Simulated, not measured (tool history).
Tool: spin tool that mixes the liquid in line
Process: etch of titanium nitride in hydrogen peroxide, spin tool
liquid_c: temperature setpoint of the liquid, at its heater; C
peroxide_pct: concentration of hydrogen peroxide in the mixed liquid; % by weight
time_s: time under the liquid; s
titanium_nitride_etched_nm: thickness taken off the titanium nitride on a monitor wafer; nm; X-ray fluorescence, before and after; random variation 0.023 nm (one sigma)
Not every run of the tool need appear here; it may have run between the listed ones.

run  hour  liquid_c  peroxide_pct  time_s  titanium_nitride_etched_nm
  1     0        57          20.5      40                      1.6707
  2   5.7        57          20.5      40                      1.6547
  3   6.8        57          24.5      40                      1.7061
  4  11.4        53          24.5      40                       1.309
  5  13.9      56.5          24.5      40                      1.6711
  6  21.9        59          24.5      40                      1.9615

For run 7, what comes out?
  7  30.4        61          24.5      40                           ?

Run 7 yielded titanium_nitride_etched_nm 2.2675 nm.
